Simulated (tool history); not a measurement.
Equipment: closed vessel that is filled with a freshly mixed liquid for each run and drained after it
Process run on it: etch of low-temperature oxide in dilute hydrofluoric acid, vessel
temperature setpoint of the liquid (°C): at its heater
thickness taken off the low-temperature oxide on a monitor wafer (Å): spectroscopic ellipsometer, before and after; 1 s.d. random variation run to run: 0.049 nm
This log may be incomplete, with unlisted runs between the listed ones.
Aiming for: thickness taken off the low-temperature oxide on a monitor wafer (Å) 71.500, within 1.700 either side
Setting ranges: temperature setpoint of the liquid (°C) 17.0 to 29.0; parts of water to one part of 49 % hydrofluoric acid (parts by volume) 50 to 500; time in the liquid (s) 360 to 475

run	hour	temperature setpoint of the liquid (°C)	parts of water to one part of 49 % hydrofluoric acid (parts by volume)	time in the liquid (s)	thickness taken off the low-temperature oxide on a monitor wafer (Å)
1	0.0	21.0	275	475	163.120
2	4.1	21.0	275	475	160.850
3	4.7	24.0	275	475	181.620
4	8.1	26.0	275	475	195.410
5	16.3	24.0	310	475	156.570
6	19.0	24.0	310	360	119.820
7	26.8	22.5	320	360	108.210
8	27.3	21.5	330	360	99.483
9	34.6	21.5	330	360	100.950
10	41.8	20.5	335	360	94.478
11	48.3	19.5	340	360	89.383

Consider the 5 candidate settings below. Which is the only one whose results all fall within their allowed miss of target?
A	54.8	20.0	375	370	?
B	54.8	17.5	305	475	?
C	54.8	18.5	370	460	?
D	54.8	18.0	410	385	?
E	54.8	24.0	355	470	?

move	thickness taken off the low-temperature oxide on a monitor wafer (Å)
A	83.544
B	126.940
C	100.090
D	72.064
E	131.110
A: closer than the last run, but not yet in spec
B: moves away from the targets compared with the last run
C: moves away from the targets compared with the last run
D: meets every target
E: moves away from the targets compared with the last run
Move D is the one to make.

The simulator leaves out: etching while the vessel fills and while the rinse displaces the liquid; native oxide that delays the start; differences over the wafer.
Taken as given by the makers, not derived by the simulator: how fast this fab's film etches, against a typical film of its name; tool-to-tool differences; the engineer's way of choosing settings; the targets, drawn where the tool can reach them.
